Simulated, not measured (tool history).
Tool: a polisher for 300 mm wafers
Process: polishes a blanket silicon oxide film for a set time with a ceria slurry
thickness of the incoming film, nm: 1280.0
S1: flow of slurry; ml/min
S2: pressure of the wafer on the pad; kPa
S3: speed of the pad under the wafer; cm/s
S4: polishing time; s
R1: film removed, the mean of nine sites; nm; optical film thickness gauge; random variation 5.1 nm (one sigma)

run	hour	S1	S2	S3	S4	R1
1	0.0	225	27.6	90	33	174.76
2	1.7	225	27.6	90	33	181.74
3	6.6	225	32.4	90	33	212.98
4	13.6	225	26.2	90	33	167.78
5	17.8	225	26.2	90	33	169.70
6	23.5	265	26.2	90	33	171.38
7	28.3	265	28.3	92	33	186.84
8	33.0	265	29.6	94	33	200.66
9	35.8	265	31.0	96	33	213.46
10	37.1	265	32.4	98	33	225.88

Run 11 comes next. What will it give?
11	42.7	265	33.8	100	33	?

Run 11 gave R1 243.95 nm.

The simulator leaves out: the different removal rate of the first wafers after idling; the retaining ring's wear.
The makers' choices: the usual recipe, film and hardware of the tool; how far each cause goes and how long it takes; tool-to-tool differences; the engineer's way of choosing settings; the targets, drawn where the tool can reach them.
